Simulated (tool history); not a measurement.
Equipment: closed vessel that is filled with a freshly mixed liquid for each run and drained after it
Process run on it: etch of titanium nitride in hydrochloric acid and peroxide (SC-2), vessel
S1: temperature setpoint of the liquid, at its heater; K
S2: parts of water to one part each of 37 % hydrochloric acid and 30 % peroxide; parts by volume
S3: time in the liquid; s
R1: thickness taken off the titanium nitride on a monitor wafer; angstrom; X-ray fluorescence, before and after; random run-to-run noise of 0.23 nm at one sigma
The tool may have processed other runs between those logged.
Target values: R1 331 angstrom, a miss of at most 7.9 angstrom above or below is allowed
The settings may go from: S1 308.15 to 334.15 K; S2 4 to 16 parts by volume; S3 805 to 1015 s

| run | hour | S1 | S2 | S3 | R1 |
|---|---|---|---|---|---|
| 1 | 0 | 318.15 | 9 | 1015 | 112.01 |
| 2 | 2.2 | 320.65 | 9 | 1015 | 132.48 |
| 3 | 3.7 | 322.65 | 9 | 1015 | 151.57 |
| 4 | 7.1 | 322.65 | 6 | 1015 | 208.43 |
| 5 | 11.8 | 322.65 | 6 | 805 | 167.89 |
| 6 | 13.6 | 322.65 | 6 | 805 | 165.51 |
| 7 | 19.9 | 324.15 | 6 | 805 | 184.56 |
| 8 | 24.1 | 325.65 | 6 | 805 | 202.38 |
| 9 | 25.6 | 327.15 | 6 | 805 | 224.28 |
| 10 | 33 | 328.15 | 6 | 805 | 240.38 |

Exactly one of the 4 candidate moves below puts every result within its allowed miss. Which one?
| A | 40.4 | 330.15 | 6 | 900 | ? |
| B | 40.4 | 331.15 | 6 | 840 | ? |
| C | 40.4 | 330.65 | 6.5 | 1015 | ? |
| D | 40.4 | 328.15 | 4.5 | 1015 | ? |

| move | R1 |
|---|---|
| A | 303.36 |
| B | 301.75 |
| C | 332.43 |
| D | 370.29 |
A: an improvement on the last run, though not all results are within tolerance
B: an improvement on the last run, though not all results are within tolerance
C: in spec on every target
D: takes the biggest miss from the last run beyond its target
Answer: C
